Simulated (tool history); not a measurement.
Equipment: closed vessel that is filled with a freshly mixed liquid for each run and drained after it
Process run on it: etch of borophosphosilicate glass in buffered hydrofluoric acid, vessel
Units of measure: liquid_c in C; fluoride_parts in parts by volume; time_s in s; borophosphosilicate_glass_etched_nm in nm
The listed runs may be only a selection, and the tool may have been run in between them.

run	day	liquid_c	fluoride_parts	time_s	borophosphosilicate_glass_etched_nm
1	0	25	21.5	90	164.47
2	0.083	25	21.5	100	181.93
3	0.129	25	21.5	90	166.14
4	0.508	25	21.5	100	185.13
5	0.842	25	21.5	100	184.14
6	1.033	22.5	21.5	100	160.65

What will run 7 give?
7	1.162	18.5	22.5	100	?

{"run 7": {"borophosphosilicate_glass_etched_nm": 124.55}}

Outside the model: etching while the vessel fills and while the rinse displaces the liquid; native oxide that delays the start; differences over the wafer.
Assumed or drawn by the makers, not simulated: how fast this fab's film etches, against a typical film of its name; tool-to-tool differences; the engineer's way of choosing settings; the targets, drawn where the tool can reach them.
